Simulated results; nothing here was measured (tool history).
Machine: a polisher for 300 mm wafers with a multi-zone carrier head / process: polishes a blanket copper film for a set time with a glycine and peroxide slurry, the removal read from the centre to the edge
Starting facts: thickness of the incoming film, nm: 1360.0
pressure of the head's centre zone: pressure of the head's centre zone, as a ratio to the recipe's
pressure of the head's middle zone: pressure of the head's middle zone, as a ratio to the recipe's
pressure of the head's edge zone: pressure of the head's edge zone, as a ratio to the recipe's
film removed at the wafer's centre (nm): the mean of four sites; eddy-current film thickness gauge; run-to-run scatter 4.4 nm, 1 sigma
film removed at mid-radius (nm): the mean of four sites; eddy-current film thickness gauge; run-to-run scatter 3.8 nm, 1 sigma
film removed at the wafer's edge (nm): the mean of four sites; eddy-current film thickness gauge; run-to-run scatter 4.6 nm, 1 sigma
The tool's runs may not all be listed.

run,hour,flow of slurry (ml/min),pressure of the head's centre zone,pressure of the head's middle zone,pressure of the head's edge zone,polishing time (s),film removed at the wafer's centre (nm),film removed at mid-radius (nm),film removed at the wafer's edge (nm)
1,0.0,275,1.00,1.00,1.00,81,345.81,314.37,313.45
2,7.0,275,1.00,0.94,1.00,81,341.07,302.13,313.49
3,13.8,275,1.00,0.88,1.00,81,340.52,285.42,311.99
4,21.4,275,0.99,0.89,1.03,84,355.49,298.56,329.49
5,22.6,215,0.99,0.89,1.03,84,341.39,286.24,324.49
6,28.0,270,0.99,0.89,1.03,84,345.84,293.36,333.95
7,29.4,280,0.99,0.92,1.05,85,365.52,308.47,343.80
8,30.6,290,0.97,0.95,1.07,86,354.26,329.54,340.40
9,32.9,285,0.96,0.94,1.09,88,357.33,326.89,353.59
10,36.0,285,0.96,0.94,1.09,88,358.42,329.18,357.36
11,43.1,290,0.96,0.94,1.11,89,365.09,336.61,363.30
12,48.2,295,0.96,0.94,1.12,90,369.58,338.42,365.72
13,55.0,295,0.95,0.94,1.13,91,374.34,342.20,379.49
14,55.7,300,0.95,0.94,1.14,91,372.39,337.83,385.38
15,61.1,305,0.95,0.95,1.15,91,365.92,343.73,379.62

Forecast run 16:
16,65.2,305,0.95,0.95,1.16,92,?,?,?

{"run 16": {"film removed at the wafer's centre (nm)": 372.67, "film removed at mid-radius (nm)": 349.53, "film removed at the wafer's edge (nm)": 393.82}}
